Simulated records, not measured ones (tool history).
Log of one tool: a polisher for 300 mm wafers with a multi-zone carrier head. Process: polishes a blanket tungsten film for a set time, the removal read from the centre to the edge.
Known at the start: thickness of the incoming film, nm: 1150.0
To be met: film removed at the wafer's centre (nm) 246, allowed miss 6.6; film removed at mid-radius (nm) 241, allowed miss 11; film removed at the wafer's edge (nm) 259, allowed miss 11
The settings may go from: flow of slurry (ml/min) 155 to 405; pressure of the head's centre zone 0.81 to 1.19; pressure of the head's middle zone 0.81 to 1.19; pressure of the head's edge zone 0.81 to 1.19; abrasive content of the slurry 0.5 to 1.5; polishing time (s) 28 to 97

run    day  flow of slurry (ml/min)  pressure of the head's centre zone  pressure of the head's middle zone  pressure of the head's edge zone  abrasive content of the slurry  polishing time (s)  film removed at the wafer's centre (nm)  film removed at mid-radius (nm)  film removed at the wafer's edge (nm)
  1      0                      260                                   1                                   1                                 1                               1                  62                                   325.83                            327.5                                 323.44
  2  0.125                      255                                0.97                                0.95                              0.96                            0.85                  61                                   302.01                           300.73                                 313.72
  3  0.408                      255                                0.97                                0.95                              0.96                            0.85                  46                                   225.76                           224.06                                 241.02
  4  0.562                      255                                0.89                                0.95                              0.96                            0.85                  46                                    208.7                           224.18                                 229.98
  5  0.938                      255                                0.89                                0.95                              0.96                            0.95                  46                                   210.12                           231.79                                 241.66
  6  1.062                      255                                0.92                                0.95                              0.96                            0.95                  46                                   223.73                           232.58                                 237.86
  7  1.275                      265                                0.93                                0.94                              0.99                            0.95                  46                                   228.56                           230.93                                 245.04
  8  1.304                      275                                0.93                                0.94                                 1                               1                  46                                   227.83                           238.05                                 249.17
  9  1.625                      285                                0.95                                0.94                              1.01                               1                  46                                   234.93                           236.39                                 251.12

Which of these 4 next moves meets every target?
  A  1.946                      270                                1.03                                1.02                              0.95                               1                  45                                        ?                                ?                                      ?
  B  1.946                      270                                0.98                                0.81                              1.04                             1.1                  47                                        ?                                ?                                      ?
  C  1.946                      335                                0.94                                 0.9                                 1                             0.8                  50                                        ?                                ?                                      ?
  D  1.946                      245                                1.02                                0.81                              1.12                             0.8                  48                                        ?                                ?                                      ?

move  film removed at the wafer's centre (nm)  film removed at mid-radius (nm)  film removed at the wafer's edge (nm)
   A                                   249.71                            241.2                                 233.77
   B                                   251.61                           222.76                                 259.51
   C                                   250.67                           245.57                                 262.18
   D                                   251.33                           213.93                                 259.51
A: brings the result that was furthest off to its target, and leaves another outside
B: brings the result that was furthest off to its target, and leaves another outside
C: meets every target
D: brings the result that was furthest off to its target, and leaves another outside
The right move is C.

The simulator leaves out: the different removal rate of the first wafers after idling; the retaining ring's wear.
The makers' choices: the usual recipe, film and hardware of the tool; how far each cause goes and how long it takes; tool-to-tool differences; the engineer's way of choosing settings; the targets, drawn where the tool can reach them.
